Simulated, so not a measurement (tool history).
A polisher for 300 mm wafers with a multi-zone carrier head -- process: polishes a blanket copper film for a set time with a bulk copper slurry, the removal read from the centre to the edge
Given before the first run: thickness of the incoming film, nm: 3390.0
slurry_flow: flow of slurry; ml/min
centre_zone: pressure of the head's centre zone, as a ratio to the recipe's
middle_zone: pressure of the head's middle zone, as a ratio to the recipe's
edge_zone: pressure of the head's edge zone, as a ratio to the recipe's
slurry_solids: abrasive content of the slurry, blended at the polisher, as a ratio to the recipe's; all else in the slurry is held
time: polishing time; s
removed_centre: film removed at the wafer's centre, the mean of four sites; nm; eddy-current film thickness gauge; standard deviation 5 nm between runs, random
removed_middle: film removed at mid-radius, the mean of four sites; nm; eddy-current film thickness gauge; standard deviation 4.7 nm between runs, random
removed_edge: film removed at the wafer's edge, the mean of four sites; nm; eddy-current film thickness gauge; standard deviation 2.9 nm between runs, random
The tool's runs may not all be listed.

run	hour	slurry_flow	centre_zone	middle_zone	edge_zone	slurry_solids	time	removed_centre	removed_middle	removed_edge
1	0	210	1	1	1	1	72	488.16	492.35	494.5
2	3.3	210	1	1	1	1	80	534.06	549.19	558.14
3	6	205	0.99	0.97	0.97	0.9	79	517.4	512.81	521.49
4	11.4	175	0.99	0.97	0.97	0.9	79	502.63	480.79	514.33
5	16.8	175	1.07	0.97	0.97	0.9	79	550.6	495.94	518.55
6	23	175	1.07	1.01	0.97	0.9	79	540.72	519.55	518.87
7	26.8	145	0.97	0.91	0.87	0.65	77	423.15	407.27	425.98

Predict the results of run 8:
8	33.4	150	0.97	0.91	0.88	0.65	77	?	?	?

removed_centre: 421.94 nm
removed_middle: 409.62 nm
removed_edge: 430.5 nm

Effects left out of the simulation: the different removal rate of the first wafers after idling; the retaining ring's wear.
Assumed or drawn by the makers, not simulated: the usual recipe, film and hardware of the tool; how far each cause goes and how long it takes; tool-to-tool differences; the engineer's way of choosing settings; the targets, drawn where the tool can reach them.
